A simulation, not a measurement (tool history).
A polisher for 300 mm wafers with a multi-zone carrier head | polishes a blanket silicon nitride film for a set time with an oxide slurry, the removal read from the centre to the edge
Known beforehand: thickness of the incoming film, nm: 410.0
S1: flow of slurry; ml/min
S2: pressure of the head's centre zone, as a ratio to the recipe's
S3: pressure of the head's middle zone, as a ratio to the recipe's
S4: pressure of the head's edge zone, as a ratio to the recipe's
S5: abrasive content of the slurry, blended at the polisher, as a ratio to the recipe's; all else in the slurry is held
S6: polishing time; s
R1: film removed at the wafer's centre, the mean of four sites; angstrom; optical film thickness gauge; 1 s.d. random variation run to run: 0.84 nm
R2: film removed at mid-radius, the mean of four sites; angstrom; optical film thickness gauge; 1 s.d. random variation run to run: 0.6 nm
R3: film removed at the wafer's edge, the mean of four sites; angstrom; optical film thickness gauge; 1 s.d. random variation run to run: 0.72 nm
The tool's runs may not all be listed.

run,hour,S1,S2,S3,S4,S5,S6,R1,R2,R3
1,0,280,1,1,1,1,90,488.96,498.74,486
2,5.3,280,1,1.05,1,1,90,490.81,506.22,487.18
3,6.9,285,1.01,1.07,1,1.1,90,518.89,546.53,507.22
4,13.6,285,0.98,1.07,1,1.1,90,498.24,546.33,513.11
5,19.9,285,0.98,1.07,1,1.1,77,429.64,459.47,443.66
6,27.1,290,1,1.08,1.02,1.15,79,456.25,496.91,464.59
7,28.2,290,1.02,1.06,1.03,1.2,81,488.67,509.83,481.79
8,29.1,290,1.03,1.06,1.04,1.25,83,521.5,521.92,507.22
9,30.3,295,1.04,1.08,1.05,1.3,84,533.27,553.97,531.85

What will run 10 give?
10,37.5,300,1.06,1.09,1.06,1.35,85,?,?,?

R1: 548.85 angstrom
R2: 579.75 angstrom
R3: 543.01 angstrom
